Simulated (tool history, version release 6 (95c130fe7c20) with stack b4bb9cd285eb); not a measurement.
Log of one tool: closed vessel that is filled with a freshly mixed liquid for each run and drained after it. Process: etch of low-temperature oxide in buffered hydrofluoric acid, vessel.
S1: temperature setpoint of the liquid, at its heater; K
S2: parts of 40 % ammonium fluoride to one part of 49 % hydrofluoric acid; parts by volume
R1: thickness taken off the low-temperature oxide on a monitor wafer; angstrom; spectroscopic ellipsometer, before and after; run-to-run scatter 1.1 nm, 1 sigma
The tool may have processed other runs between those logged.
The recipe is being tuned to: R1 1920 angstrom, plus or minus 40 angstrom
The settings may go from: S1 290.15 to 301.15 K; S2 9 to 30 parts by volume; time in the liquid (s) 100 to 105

{"run": 1, "hour": 0.0, "S1": 293.15, "S2": 24, "time in the liquid (s)": 100, "R1": 1561.5}
{"run": 2, "hour": 2.6, "S1": 293.15, "S2": 17, "time in the liquid (s)": 100, "R1": 2072.8}
{"run": 3, "hour": 8.1, "S1": 292.65, "S2": 17, "time in the liquid (s)": 100, "R1": 2020.6}
{"run": 4, "hour": 13.9, "S1": 294.65, "S2": 17, "time in the liquid (s)": 100, "R1": 2267.2}
{"run": 5, "hour": 18.4, "S1": 294.15, "S2": 17, "time in the liquid (s)": 100, "R1": 2212.1}
{"run": 6, "hour": 26.9, "S1": 293.65, "S2": 17, "time in the liquid (s)": 100, "R1": 2122.4}
{"run": 7, "hour": 27.8, "S1": 293.15, "S2": 17, "time in the liquid (s)": 100, "R1": 2103.7}
{"run": 8, "hour": 36.3, "S1": 291.15, "S2": 17, "time in the liquid (s)": 100, "R1": 1861.5}

Pick the move, out of 5, that brings all results within their allowed miss; only one does.
{"run": "A", "hour": 44.8, "S1": 290.15, "S2": 17, "time in the liquid (s)": 105, "R1": "?"}
{"run": "B", "hour": 44.8, "S1": 291.15, "S2": 17.5, "time in the liquid (s)": 100, "R1": "?"}
{"run": "C", "hour": 44.8, "S1": 290.15, "S2": 17.5, "time in the liquid (s)": 105, "R1": "?"}
{"run": "D", "hour": 44.8, "S1": 290.65, "S2": 16, "time in the liquid (s)": 100, "R1": "?"}
{"run": "E", "hour": 44.8, "S1": 295.65, "S2": 25.5, "time in the liquid (s)": 105, "R1": "?"}

move=A R1=1844.2
move=B R1=1807.1
move=C R1=1792.2
move=D R1=1918.7
move=E R1=1810.2
A: further off than the last run
B: further off than the last run
C: further off than the last run
D: in spec on every target
E: further off than the last run
Correct choice: D, which meets every target

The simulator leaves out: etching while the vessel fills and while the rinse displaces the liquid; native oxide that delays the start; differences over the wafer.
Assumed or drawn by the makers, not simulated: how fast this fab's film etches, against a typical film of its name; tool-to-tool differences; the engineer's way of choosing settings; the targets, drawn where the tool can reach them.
